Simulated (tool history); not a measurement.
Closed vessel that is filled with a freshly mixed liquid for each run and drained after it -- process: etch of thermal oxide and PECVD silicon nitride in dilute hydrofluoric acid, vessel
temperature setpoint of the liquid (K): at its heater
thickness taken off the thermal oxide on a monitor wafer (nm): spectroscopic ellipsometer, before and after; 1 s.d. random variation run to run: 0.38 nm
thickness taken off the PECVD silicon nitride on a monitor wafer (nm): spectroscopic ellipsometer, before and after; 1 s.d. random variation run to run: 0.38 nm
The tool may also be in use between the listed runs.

run	hour	temperature setpoint of the liquid (K)	parts of water to one part of 49 % hydrofluoric acid (parts by volume)	time in the liquid (s)	thickness taken off the thermal oxide on a monitor wafer (nm)	thickness taken off the PECVD silicon nitride on a monitor wafer (nm)
1	0.0	295.15	175	805	17.646	18.187
2	3.5	292.65	175	805	16.100	15.531
3	11.6	292.65	145	835	20.750	19.193
4	17.3	292.65	145	705	17.563	16.138
5	19.3	292.65	120	705	21.467	19.487
6	20.6	292.65	120	395	12.129	11.205
7	28.7	292.65	120	395	12.215	10.920
8	32.6	292.65	100	490	18.485	16.315
9	39.2	293.15	85	525	24.290	21.212
10	40.4	293.65	75	520	28.105	24.260

The next listed run, before its measurement:
11	42.2	297.15	30	645	?	?

thickness taken off the thermal oxide on a monitor wafer (nm): 107.120
thickness taken off the PECVD silicon nitride on a monitor wafer (nm): 94.880

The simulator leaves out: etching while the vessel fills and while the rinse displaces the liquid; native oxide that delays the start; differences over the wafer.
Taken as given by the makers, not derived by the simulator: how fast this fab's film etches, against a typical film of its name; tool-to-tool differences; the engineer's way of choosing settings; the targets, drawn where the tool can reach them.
